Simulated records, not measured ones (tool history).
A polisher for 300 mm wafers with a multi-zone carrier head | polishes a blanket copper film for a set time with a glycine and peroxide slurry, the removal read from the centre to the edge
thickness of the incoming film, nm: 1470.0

| run | hour | flow of slurry (ml/min) | pressure of the head's centre zone | pressure of the head's middle zone | pressure of the head's edge zone | polishing time (s) | film removed at the wafer's centre (nm) | film removed at mid-radius (nm) | film removed at the wafer's edge (nm) |
|---|---|---|---|---|---|---|---|---|---|
| 1 | 0 | 195 | 1 | 1 | 1 | 59 | 317.38 | 315.3 | 315.71 |
| 2 | 2.6 | 200 | 0.98 | 1 | 1.03 | 61 | 326.33 | 332.94 | 331.45 |
| 3 | 8.8 | 200 | 0.95 | 0.98 | 1.06 | 63 | 321.2 | 333.81 | 350.69 |
| 4 | 14.1 | 205 | 0.94 | 0.98 | 1.08 | 64 | 339.38 | 338.43 | 358.64 |
| 5 | 17.3 | 200 | 0.92 | 0.98 | 1.09 | 65 | 330.17 | 344.82 | 365.52 |
| 6 | 20.1 | 150 | 0.92 | 0.98 | 1.09 | 65 | 308.32 | 321.23 | 352.9 |

Forecast run 7:
|  | 28.2 | worn pad replaced by a new one |
| 7 | 28.2 | 160 | 0.91 | 0.98 | 1.11 | 66 | ? | ? | ? |

Run 7 gave film removed at the wafer's centre (nm) 329.82, film removed at mid-radius (nm) 354, film removed at the wafer's edge (nm) 382.5.
